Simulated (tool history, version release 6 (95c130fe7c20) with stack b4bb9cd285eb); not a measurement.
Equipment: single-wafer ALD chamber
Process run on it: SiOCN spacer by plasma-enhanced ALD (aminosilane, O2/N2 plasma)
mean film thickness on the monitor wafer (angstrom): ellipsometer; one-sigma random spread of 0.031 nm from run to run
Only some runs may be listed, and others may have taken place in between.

run,day,heater temperature setpoint (°C),number of ALD cycles (cycles),mean film thickness on the monitor wafer (angstrom)
1,0.000,385,70,44.086
2,0.225,385,78,49.153
3,0.367,385,68,42.625
4,0.717,385,59,37.231
# day 0.875: thermocouple changed; heater temperature recalibrated
5,0.875,385,54,33.846
6,1.242,385,61,38.069
7,1.617,385,66,41.629

Run 8 comes next. What will it give?
8,1.800,385,70,?

{"run 8": {"mean film thickness on the monitor wafer (angstrom)": 43.979}}
